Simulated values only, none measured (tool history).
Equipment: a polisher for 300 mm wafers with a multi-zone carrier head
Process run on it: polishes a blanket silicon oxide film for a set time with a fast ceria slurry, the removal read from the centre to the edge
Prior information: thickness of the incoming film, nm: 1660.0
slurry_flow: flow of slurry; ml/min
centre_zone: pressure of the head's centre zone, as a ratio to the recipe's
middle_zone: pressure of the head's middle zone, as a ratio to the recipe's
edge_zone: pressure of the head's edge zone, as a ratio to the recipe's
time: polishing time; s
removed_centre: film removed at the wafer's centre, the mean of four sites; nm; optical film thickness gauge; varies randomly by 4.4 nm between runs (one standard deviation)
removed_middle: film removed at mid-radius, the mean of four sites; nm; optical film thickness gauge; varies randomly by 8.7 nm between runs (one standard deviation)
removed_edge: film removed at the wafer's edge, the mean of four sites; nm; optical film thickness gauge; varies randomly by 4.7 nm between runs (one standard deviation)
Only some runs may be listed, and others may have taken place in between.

run  hour  slurry_flow  centre_zone  middle_zone  edge_zone  time  removed_centre  removed_middle  removed_edge
  1     0          180            1            1          1    59          546.85          543.74        531.14
  2   5.1          185         1.01         1.02       1.01    60          558.57          559.44        545.95
  3   8.1          145         1.01         1.02       1.01    60          541.98          542.93        531.62
  4  11.6          145         1.01         0.95       1.01    60          542.87           518.2        531.75
  5  14.8          155         1.01         0.97       1.01    61           557.4          535.13        546.08
  6  22.7          155         1.01         0.97       1.01    71          646.66          633.26        627.27
  7  25.7          205         1.02         1.07       1.02    72           694.1           724.5        666.95
  8  30.8          210         1.02         1.08       1.02    72           696.3          738.41        671.57
  9  36.6          215         1.02         1.08       1.02    72          700.06          719.52        666.02

Forecast run 10:
 10    44          220         1.02         1.09       1.02    72               ?               ?             ?

{"run 10": {"removed_centre": 690.75, "removed_middle": 733.45, "removed_edge": 671.7}}
